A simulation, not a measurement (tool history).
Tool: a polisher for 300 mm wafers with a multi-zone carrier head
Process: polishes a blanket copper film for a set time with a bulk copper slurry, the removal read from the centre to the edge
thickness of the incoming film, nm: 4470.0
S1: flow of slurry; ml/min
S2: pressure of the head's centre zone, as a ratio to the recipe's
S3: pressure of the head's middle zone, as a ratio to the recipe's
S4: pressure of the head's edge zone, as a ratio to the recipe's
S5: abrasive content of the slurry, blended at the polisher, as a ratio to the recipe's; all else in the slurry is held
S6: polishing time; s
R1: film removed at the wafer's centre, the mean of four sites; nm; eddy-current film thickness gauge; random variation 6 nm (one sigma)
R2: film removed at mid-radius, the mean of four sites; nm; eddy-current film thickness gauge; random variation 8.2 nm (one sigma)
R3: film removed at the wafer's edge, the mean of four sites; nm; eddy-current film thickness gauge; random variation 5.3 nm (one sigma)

| run | day | S1 | S2 | S3 | S4 | S5 | S6 | R1 | R2 | R3 |
|---|---|---|---|---|---|---|---|---|---|---|
| 1 | 0 | 260 | 1 | 1 | 1 | 1 | 67 | 616.84 | 626.33 | 601.75 |
| 2 | 0.225 | 260 | 1 | 1 | 1 | 0.9 | 67 | 599.31 | 595.49 | 579.25 |
| 3 | 0.383 | 260 | 1 | 1 | 1.07 | 0.9 | 67 | 606.42 | 592.7 | 609.68 |
| 4 | 0.688 | 260 | 1 | 1 | 1.07 | 0.9 | 78 | 698.13 | 711.4 | 696.75 |
| 5 | 0.808 | 260 | 1 | 1 | 1.07 | 0.9 | 93 | 841.52 | 833.01 | 835.2 |
| 6 | 0.971 | 260 | 1 | 1 | 1.07 | 0.9 | 82 | 739.9 | 751.3 | 730.28 |
| 7 | 1.008 | 250 | 1.01 | 0.95 | 1.04 | 0.85 | 82 | 723.91 | 673.57 | 707.26 |
| 8 | 1.283 | 240 | 1.02 | 0.94 | 1.02 | 0.85 | 82 | 737.5 | 661.41 | 702.9 |

The next listed run, before its measurement:
| 9 | 1.483 | 235 | 1.02 | 0.93 | 1 | 0.85 | 82 | ? | ? | ? |

Run 9 gave R1 728.43 nm, R2 669.69 nm, R3 698.03 nm.

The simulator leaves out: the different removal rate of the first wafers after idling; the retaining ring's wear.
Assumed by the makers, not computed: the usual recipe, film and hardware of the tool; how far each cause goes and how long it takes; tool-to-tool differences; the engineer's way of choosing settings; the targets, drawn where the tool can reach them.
